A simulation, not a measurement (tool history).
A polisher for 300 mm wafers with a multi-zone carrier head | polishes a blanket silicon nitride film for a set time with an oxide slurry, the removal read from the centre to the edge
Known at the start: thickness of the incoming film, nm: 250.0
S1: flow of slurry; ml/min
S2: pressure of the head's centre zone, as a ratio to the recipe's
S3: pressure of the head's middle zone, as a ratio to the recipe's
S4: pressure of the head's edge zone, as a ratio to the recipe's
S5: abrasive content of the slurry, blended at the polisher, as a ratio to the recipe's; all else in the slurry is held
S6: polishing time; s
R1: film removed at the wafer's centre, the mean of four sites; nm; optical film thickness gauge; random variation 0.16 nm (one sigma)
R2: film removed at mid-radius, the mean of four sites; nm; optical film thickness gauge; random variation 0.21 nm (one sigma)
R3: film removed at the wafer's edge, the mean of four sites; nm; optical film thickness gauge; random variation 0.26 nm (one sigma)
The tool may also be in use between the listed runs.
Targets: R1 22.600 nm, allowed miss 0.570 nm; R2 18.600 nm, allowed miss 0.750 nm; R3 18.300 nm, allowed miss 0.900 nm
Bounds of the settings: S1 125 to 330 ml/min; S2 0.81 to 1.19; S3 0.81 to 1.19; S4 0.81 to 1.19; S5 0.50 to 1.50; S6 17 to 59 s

| run | hour | S1 | S2 | S3 | S4 | S5 | S6 | R1 | R2 | R3 |
|---|---|---|---|---|---|---|---|---|---|---|
| 1 | 0.0 | 210 | 1.00 | 1.00 | 1.00 | 1.00 | 38 | 24.801 | 24.895 | 24.704 |
| 2 | 2.9 | 210 | 1.00 | 1.04 | 1.00 | 1.00 | 38 | 25.034 | 26.055 | 24.455 |
| 3 | 8.4 | 210 | 1.04 | 1.01 | 0.96 | 0.85 | 38 | 24.126 | 23.517 | 22.651 |
| 4 | 10.4 | 210 | 1.04 | 1.01 | 0.96 | 0.85 | 33 | 21.023 | 20.800 | 19.198 |
| 5 | 13.6 | 215 | 1.07 | 0.98 | 0.94 | 0.85 | 33 | 21.745 | 19.961 | 19.945 |
| 6 | 17.4 | 215 | 1.07 | 0.98 | 0.94 | 0.85 | 25 | 16.555 | 15.420 | 15.041 |
| 7 | 26.2 | 235 | 1.10 | 0.99 | 0.94 | 0.95 | 25 | 18.127 | 16.353 | 15.400 |
| 8 | 29.7 | 230 | 1.12 | 0.99 | 0.96 | 1.05 | 25 | 19.064 | 16.778 | 16.263 |
| 9 | 37.3 | 290 | 1.19 | 1.01 | 1.01 | 1.20 | 25 | 21.767 | 18.692 | 17.646 |
| 10 | 41.9 | 290 | 1.19 | 1.00 | 1.01 | 1.20 | 25 | 21.839 | 18.569 | 17.618 |
| 11 | 43.0 | 290 | 1.19 | 0.99 | 1.01 | 1.20 | 25 | 21.760 | 18.082 | 18.157 |

5 next moves are on the table. One of them brings every result within its allowed miss. Which?
| A | 44.1 | 265 | 1.15 | 0.92 | 1.05 | 1.05 | 26 | ? | ? | ? |
| B | 44.1 | 280 | 1.17 | 0.98 | 1.05 | 1.25 | 25 | ? | ? | ? |
| C | 44.1 | 235 | 1.19 | 0.96 | 1.00 | 1.15 | 27 | ? | ? | ? |
| D | 44.1 | 240 | 1.15 | 0.83 | 1.08 | 1.30 | 26 | ? | ? | ? |
| E | 44.1 | 230 | 1.19 | 0.91 | 1.03 | 1.20 | 26 | ? | ? | ? |

| move | R1 | R2 | R3 |
|---|---|---|---|
| A | 20.718 | 16.860 | 17.434 |
| B | 21.798 | 18.266 | 17.969 |
| C | 22.687 | 18.443 | 18.276 |
| D | 22.125 | 16.713 | 18.881 |
| E | 22.118 | 17.280 | 18.000 |
A: further off than the last run
B: as far off as the last run
C: meets every target
D: brings the result that was furthest off to its target, and leaves another outside
E: brings the result that was furthest off to its target, and leaves another outside
Move C is the one to make.
